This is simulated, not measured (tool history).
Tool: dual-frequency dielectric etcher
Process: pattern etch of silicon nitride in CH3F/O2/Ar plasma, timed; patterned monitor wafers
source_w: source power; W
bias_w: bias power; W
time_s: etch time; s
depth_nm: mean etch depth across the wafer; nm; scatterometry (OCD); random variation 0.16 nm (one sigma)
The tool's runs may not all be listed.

run  hour  source_w  bias_w  time_s  depth_nm
  1   0.0       460      91    37.0    30.287
  2   2.8       460      91    34.5    28.278
  3   9.2       410      91    34.5    26.484
  4  18.1       410      91    37.0    28.549
  5  24.0       450      92    37.0    30.096
  6  24.9       520      92    37.0    32.268

Forecast run 7:
  7  29.1       620      98    37.0         ?

depth_nm: 35.459 nm

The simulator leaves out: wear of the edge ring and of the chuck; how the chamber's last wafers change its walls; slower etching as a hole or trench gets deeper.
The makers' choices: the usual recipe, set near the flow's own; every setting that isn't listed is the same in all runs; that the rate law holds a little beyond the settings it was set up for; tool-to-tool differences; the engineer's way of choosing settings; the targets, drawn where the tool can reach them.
